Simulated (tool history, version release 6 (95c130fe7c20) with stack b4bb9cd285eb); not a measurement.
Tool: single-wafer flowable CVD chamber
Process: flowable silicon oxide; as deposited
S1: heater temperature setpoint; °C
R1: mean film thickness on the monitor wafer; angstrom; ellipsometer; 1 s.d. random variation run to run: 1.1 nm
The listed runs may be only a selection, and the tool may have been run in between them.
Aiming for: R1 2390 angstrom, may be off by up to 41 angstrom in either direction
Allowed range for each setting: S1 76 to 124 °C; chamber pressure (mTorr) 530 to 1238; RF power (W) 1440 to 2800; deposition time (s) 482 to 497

Run 1, hour 0: S1 100 °C, chamber pressure (mTorr) 884, RF power (W) 2120, deposition time (s) 482. Result: R1 3636 angstrom.
Run 2, hour 8.1: S1 100 °C, chamber pressure (mTorr) 884, RF power (W) 2120, deposition time (s) 482. Result: R1 3678.6 angstrom.
Run 3, hour 13.8: S1 100 °C, chamber pressure (mTorr) 884, RF power (W) 2120, deposition time (s) 497. Result: R1 3792.5 angstrom.
Run 4, hour 14.8: S1 95 °C, chamber pressure (mTorr) 884, RF power (W) 2120, deposition time (s) 497. Result: R1 4359.4 angstrom.
Run 5, hour 19.5: S1 95 °C, chamber pressure (mTorr) 884, RF power (W) 2120, deposition time (s) 482. Result: R1 4245.2 angstrom.
Run 6, hour 20.5: S1 95 °C, chamber pressure (mTorr) 884, RF power (W) 2120, deposition time (s) 482. Result: R1 4272 angstrom.
Run 7, hour 27.5: S1 97 °C, chamber pressure (mTorr) 884, RF power (W) 2120, deposition time (s) 482. Result: R1 4012.8 angstrom.
Run 8, hour 36.5: S1 97 °C, chamber pressure (mTorr) 884, RF power (W) 2120, deposition time (s) 482. Result: R1 3993.4 angstrom.
Run 9, hour 41.6: S1 109 °C, chamber pressure (mTorr) 882, RF power (W) 2120, deposition time (s) 482. Result: R1 2824.8 angstrom.
Run 10, hour 45.7: S1 110 °C, chamber pressure (mTorr) 882, RF power (W) 2120, deposition time (s) 482. Result: R1 2710.9 angstrom.
Run 11, hour 49.3: S1 111 °C, chamber pressure (mTorr) 882, RF power (W) 2120, deposition time (s) 482. Result: R1 2636.9 angstrom.

Next run, 4 choices. One meets every target within its allowed miss, the rest don't. Which?
Run A, hour 52.9: S1 105 °C, chamber pressure (mTorr) 847, RF power (W) 1870, deposition time (s) 497. Result: R1 ?.
Run B, hour 52.9: S1 109 °C, chamber pressure (mTorr) 774, RF power (W) 2185, deposition time (s) 492. Result: R1 ?.
Run C, hour 52.9: S1 108 °C, chamber pressure (mTorr) 789, RF power (W) 1845, deposition time (s) 482. Result: R1 ?.
Run D, hour 52.9: S1 107 °C, chamber pressure (mTorr) 691, RF power (W) 2285, deposition time (s) 482. Result: R1 ?.

move      R1
   A  3024.8
   B  2523.7
   C    2499
   D  2360.7
A: moves away from the targets compared with the last run
B: better than the last run, though not everything is in spec
C: better than the last run, though not everything is in spec
D: in spec on every target
D meets every target.
